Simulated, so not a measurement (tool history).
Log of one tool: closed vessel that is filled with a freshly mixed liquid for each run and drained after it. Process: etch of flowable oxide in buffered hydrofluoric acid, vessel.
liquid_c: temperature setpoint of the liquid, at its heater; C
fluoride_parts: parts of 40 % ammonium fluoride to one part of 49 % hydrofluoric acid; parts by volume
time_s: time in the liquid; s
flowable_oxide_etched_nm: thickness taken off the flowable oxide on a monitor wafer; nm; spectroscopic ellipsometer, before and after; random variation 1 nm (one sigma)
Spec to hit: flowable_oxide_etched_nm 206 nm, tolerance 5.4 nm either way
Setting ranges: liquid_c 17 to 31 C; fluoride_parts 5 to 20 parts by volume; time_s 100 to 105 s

run	day	liquid_c	fluoride_parts	time_s	flowable_oxide_etched_nm
1	0	23	12	100	191.71
2	0.075	21.5	12	100	174.74
3	0.221	22.5	12	100	186
4	0.338	20.5	12	100	166.81
5	0.538	17.5	12	100	139.35
6	0.821	19.5	12	100	156.46
7	1.096	21	12	100	172.41
8	1.171	22	12	100	180.61
9	1.433	25	12	100	215.85
10	1.558	25	12	100	212.64

Which of these 4 next moves meets every target?
A	1.683	24.5	12	105	?
B	1.683	25	12	105	?
C	1.683	23.5	12	105	?
D	1.683	24.5	11.5	100	?

move	flowable_oxide_etched_nm
A	217.21
B	223.19
C	205.68
D	215.64
A: misses by more than the last run did
B: misses by more than the last run did
C: in spec on every target
D: misses by more than the last run did
The right move is C.

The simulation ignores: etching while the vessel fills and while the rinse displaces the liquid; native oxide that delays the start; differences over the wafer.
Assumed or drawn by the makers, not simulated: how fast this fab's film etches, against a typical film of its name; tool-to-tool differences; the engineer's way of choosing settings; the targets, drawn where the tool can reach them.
